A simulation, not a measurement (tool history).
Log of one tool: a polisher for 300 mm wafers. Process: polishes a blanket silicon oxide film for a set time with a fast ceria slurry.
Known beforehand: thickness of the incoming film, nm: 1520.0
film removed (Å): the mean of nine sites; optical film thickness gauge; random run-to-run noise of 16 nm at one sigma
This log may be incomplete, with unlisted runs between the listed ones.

| run | hour | flow of slurry (ml/min) | pressure of the wafer on the pad (kPa) | speed of the pad under the wafer (cm/s) | polishing time (s) | film removed (Å) |
|---|---|---|---|---|---|---|
| 1 | 0.0 | 225 | 17.2 | 114 | 45 | 8040.3 |
| 2 | 4.1 | 225 | 13.8 | 114 | 45 | 6613.3 |
| 3 | 10.3 | 225 | 17.2 | 116 | 45 | 8206.2 |
| 4 | 12.7 | 225 | 17.2 | 98 | 45 | 7297.7 |
| 5 | 17.8 | 225 | 20.0 | 102 | 45 | 8440.4 |
| 6 | 20.9 | 225 | 22.1 | 108 | 45 | 9648.9 |
| 7 | 28.6 | 225 | 23.4 | 114 | 45 | 10501.0 |

What will run 8 give?
| 8 | 31.4 | 230 | 26.9 | 142 | 45 | ? |

film removed (Å): 14155.0
